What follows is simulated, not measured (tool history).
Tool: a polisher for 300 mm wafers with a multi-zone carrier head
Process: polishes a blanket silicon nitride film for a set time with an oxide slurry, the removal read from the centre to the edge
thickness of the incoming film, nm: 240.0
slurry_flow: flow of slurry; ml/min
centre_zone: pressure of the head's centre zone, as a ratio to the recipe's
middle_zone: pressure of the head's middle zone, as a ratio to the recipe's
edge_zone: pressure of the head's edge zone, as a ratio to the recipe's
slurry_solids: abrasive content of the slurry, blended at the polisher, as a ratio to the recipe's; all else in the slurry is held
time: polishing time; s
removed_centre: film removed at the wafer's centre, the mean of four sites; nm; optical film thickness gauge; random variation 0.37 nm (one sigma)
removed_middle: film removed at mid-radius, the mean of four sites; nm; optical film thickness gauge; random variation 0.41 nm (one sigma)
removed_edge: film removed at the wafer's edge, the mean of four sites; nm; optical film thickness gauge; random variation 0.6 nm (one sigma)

Run 1, hour 0: slurry_flow 215 ml/min, centre_zone 1, middle_zone 1, edge_zone 1, slurry_solids 1, time 41 s. Result: removed_centre 30.066 nm, removed_middle 31.089 nm, removed_edge 32.345 nm.
Run 2, hour 7.1: slurry_flow 215 ml/min, centre_zone 1, middle_zone 1, edge_zone 1, slurry_solids 1, time 36 s. Result: removed_centre 25.821 nm, removed_middle 27.827 nm, removed_edge 28.073 nm.
Run 3, hour 15.9: slurry_flow 225 ml/min, centre_zone 1.02, middle_zone 1.04, edge_zone 1.04, slurry_solids 1.15, time 37 s. Result: removed_centre 29.972 nm, removed_middle 32.021 nm, removed_edge 32.737 nm.
Run 4, hour 21.4: slurry_flow 225 ml/min, centre_zone 1.09, middle_zone 1.04, edge_zone 1.04, slurry_solids 1.15, time 37 s. Result: removed_centre 31.84 nm, removed_middle 31.839 nm, removed_edge 31.846 nm.
Run 5, hour 22.7: slurry_flow 225 ml/min, centre_zone 1.09, middle_zone 1.04, edge_zone 1.07, slurry_solids 1.15, time 37 s. Result: removed_centre 31.785 nm, removed_middle 31.91 nm, removed_edge 31.483 nm.
At hour 24: edge zone pressure recalibrated.
Run 6, hour 24: slurry_flow 225 ml/min, centre_zone 1.09, middle_zone 1.04, edge_zone 1.07, slurry_solids 1, time 37 s. Result: removed_centre 29.054 nm, removed_middle 29.734 nm, removed_edge 27.792 nm.

Run 7 comes next. What will it give?
Run 7, hour 29.6: slurry_flow 240 ml/min, centre_zone 1.09, middle_zone 1.08, edge_zone 1.07, slurry_solids 1.15, time 37 s. Result: removed_centre ?, removed_middle ?, removed_edge ?.

Run 7 gave removed_centre 31.854 nm, removed_middle 33.273 nm, removed_edge 29.897 nm.
